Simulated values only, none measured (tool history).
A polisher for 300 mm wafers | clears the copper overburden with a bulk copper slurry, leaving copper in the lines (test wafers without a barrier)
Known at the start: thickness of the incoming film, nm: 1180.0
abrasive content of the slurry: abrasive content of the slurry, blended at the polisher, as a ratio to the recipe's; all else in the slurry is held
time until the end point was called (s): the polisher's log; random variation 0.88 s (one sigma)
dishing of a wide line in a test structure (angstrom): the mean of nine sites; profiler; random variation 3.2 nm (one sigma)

run,hour,flow of slurry (ml/min),pressure of the wafer on the pad (psi),speed of the pad under the wafer (m/s),abrasive content of the slurry,overpolish time after the end point (s),time until the end point was called (s),dishing of a wide line in a test structure (angstrom)
1,0,230,3.1,1.38,1,22,87.916,1205.3
2,6.8,230,3.6,1.4,1,21,76.27,1233.1
3,11.3,230,3.6,1.4,1.05,21,75.749,1273.7
4,17.8,230,4,1.42,1.05,21,67.893,1373.9
5,26.4,265,4,1.42,1.05,21,65.051,1408.3
6,35.2,265,4,1.28,1.05,21,73.595,1383.1

Forecast run 7:
7,39.7,265,4.3,1.34,1.05,20,?,?

{"run 7": {"time until the end point was called (s)": 62.288, "dishing of a wide line in a test structure (angstrom)": 1426.7}}
